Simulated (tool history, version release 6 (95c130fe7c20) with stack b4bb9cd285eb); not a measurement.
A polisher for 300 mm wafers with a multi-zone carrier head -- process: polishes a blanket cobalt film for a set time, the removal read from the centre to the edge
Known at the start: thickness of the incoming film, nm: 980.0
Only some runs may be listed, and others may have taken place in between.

| run | day | flow of slurry (ml/min) | pressure of the head's centre zone | pressure of the head's middle zone | pressure of the head's edge zone | polishing time (s) | film removed at the wafer's centre (angstrom) | film removed at mid-radius (angstrom) | film removed at the wafer's edge (angstrom) |
|---|---|---|---|---|---|---|---|---|---|
| 1 | 0.000 | 175 | 1.00 | 1.00 | 1.00 | 61 | 3184.9 | 3041.1 | 3142.8 |
| 2 | 0.179 | 175 | 1.00 | 0.99 | 0.98 | 58 | 3017.3 | 2883.3 | 2866.8 |
| 3 | 0.421 | 175 | 1.00 | 1.06 | 0.98 | 58 | 3011.9 | 3006.6 | 2926.3 |
| 4 | 0.658 | 170 | 1.00 | 1.03 | 0.97 | 56 | 2920.8 | 2805.3 | 2795.5 |
| 5 | 1.029 | 170 | 0.95 | 1.03 | 0.97 | 56 | 2715.4 | 2841.7 | 2800.4 |
| 6 | 1.217 | 170 | 0.95 | 1.03 | 0.93 | 56 | 2717.9 | 2800.5 | 2772.1 |
| 7 | 1.425 | 170 | 0.96 | 1.02 | 0.92 | 54 | 2644.8 | 2720.4 | 2663.9 |
| 8 | 1.758 | 170 | 0.97 | 1.01 | 0.91 | 52 | 2595.2 | 2616.1 | 2508.6 |
| 9 | 1.925 | 165 | 0.97 | 0.99 | 0.90 | 51 | 2565.8 | 2492.7 | 2502.5 |
| 10 | 2.088 | 170 | 0.98 | 0.98 | 0.89 | 50 | 2560.7 | 2456.5 | 2447.0 |

What does the tool deliver on the next run?
| 11 | 2.446 | 170 | 0.99 | 0.98 | 0.88 | 49 | ? | ? | ? |

film removed at the wafer's centre (angstrom): 2507.6
film removed at mid-radius (angstrom): 2409.5
film removed at the wafer's edge (angstrom): 2341.8
